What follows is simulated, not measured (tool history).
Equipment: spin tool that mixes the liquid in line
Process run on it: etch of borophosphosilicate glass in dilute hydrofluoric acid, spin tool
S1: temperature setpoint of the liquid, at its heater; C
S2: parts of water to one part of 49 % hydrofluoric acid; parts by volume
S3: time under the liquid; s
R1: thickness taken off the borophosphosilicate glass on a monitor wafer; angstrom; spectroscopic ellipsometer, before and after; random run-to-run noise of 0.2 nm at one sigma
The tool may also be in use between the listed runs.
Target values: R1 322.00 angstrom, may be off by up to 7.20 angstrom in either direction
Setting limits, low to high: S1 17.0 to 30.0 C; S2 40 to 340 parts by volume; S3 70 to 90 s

run 1 day=0.000 | S1=22.0 S2=190 S3=90 | R1=181.90
run 2 day=0.167 | S1=24.0 S2=180 S3=90 | R1=210.58
run 3 day=0.375 | S1=24.0 S2=225 S3=90 | R1=159.24
run 4 day=0.721 | S1=25.0 S2=225 S3=90 | R1=164.24
run 5 day=0.750 | S1=26.0 S2=205 S3=90 | R1=192.97
run 6 day=1.121 | S1=26.0 S2=205 S3=90 | R1=191.81
run 7 day=1.467 | S1=30.0 S2=135 S3=90 | R1=368.68
run 8 day=1.767 | S1=29.5 S2=135 S3=90 | R1=359.59
run 9 day=2.021 | S1=29.0 S2=135 S3=90 | R1=355.02
run 10 day=2.150 | S1=28.5 S2=135 S3=90 | R1=345.74
run 11 day=2.512 | S1=28.0 S2=135 S3=90 | R1=343.12
run 12 day=2.792 | S1=27.5 S2=135 S3=90 | R1=338.46
run 13 day=2.888 | S1=27.0 S2=135 S3=90 | R1=332.00
-- day=2.992 hydrofluoric acid flow meter replaced
run 14 day=2.992 | S1=26.0 S2=135 S3=90 | R1=351.54
run 15 day=3.079 | S1=25.0 S2=135 S3=90 | R1=334.25
run 16 day=3.108 | S1=24.5 S2=135 S3=90 | R1=332.14

Consider the 4 candidate settings below. Which is the only one whose results all fall within their allowed miss of target?
run A day=3.138 | S1=25.0 S2=140 S3=90 | R1=?
run B day=3.138 | S1=23.5 S2=125 S3=90 | R1=?
run C day=3.138 | S1=17.0 S2=110 S3=90 | R1=?
run D day=3.138 | S1=26.0 S2=135 S3=90 | R1=?

move=A R1=321.83
move=B R1=346.23
move=C R1=307.36
move=D R1=348.77
A: all results in spec
B: the biggest miss grows against the last run
C: carries the result that was furthest off beyond its target, to the other side
D: the biggest miss grows against the last run
The right move is A.
